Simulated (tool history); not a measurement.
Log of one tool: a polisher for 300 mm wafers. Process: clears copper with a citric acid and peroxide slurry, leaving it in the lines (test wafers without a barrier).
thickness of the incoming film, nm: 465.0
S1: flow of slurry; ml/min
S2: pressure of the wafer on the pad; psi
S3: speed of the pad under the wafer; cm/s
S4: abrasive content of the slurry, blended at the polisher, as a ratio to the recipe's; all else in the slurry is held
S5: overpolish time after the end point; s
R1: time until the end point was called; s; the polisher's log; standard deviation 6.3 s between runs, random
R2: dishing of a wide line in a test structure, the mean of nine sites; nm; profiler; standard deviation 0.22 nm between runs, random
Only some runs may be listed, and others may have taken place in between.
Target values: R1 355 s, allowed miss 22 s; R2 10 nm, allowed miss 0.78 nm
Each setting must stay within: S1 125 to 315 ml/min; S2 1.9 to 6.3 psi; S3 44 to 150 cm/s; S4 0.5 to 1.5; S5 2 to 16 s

run 1 day=0 | S1=205 S2=4.1 S3=96 S4=1 S5=8 | R1=177.81 R2=15.863
run 2 day=0.104 | S1=255 S2=4.1 S3=96 S4=1 S5=8 | R1=170.12 R2=16.371
run 3 day=0.379 | S1=255 S2=4.9 S3=96 S4=1 S5=8 | R1=145.77 R2=19.283
run 4 day=0.679 | S1=255 S2=4.1 S3=88 S4=1 S5=9 | R1=186.69 R2=16.281
run 5 day=0.754 | S1=210 S2=4.1 S3=88 S4=1 S5=9 | R1=189.19 R2=16.909
run 6 day=1.088 | S1=210 S2=4.1 S3=88 S4=1.2 S5=9 | R1=186.62 R2=16.777
run 7 day=1.442 | S1=210 S2=3.5 S3=84 S4=1.2 S5=9 | R1=221.45 R2=14.233
run 8 day=1.596 | S1=205 S2=2.4 S3=70 S4=1.2 S5=10 | R1=380.95 R2=9.093

Next run, 5 choices. One meets every target within its allowed miss, the rest don't. Which?
run A day=1.75 | S1=195 S2=2.3 S3=66 S4=1.4 S5=12 | R1=? R2=?
run B day=1.75 | S1=190 S2=2.5 S3=64 S4=1.2 S5=10 | R1=? R2=?
run C day=1.75 | S1=175 S2=2.6 S3=72 S4=1.1 S5=10 | R1=? R2=?
run D day=1.75 | S1=220 S2=2.4 S3=66 S4=1.2 S5=14 | R1=? R2=?
run E day=1.75 | S1=195 S2=2.2 S3=72 S4=1.4 S5=11 | R1=? R2=?

move=A R1=414.36 R2=10.229
move=B R1=407.57 R2=8.72
move=C R1=361.36 R2=9.8016
move=D R1=403.71 R2=12.172
move=E R1=398.04 R2=9.7706
A: further off than the last run
B: further off than the last run
C: meets every target
D: further off than the last run
E: further off than the last run
Correct choice: C, which meets every target
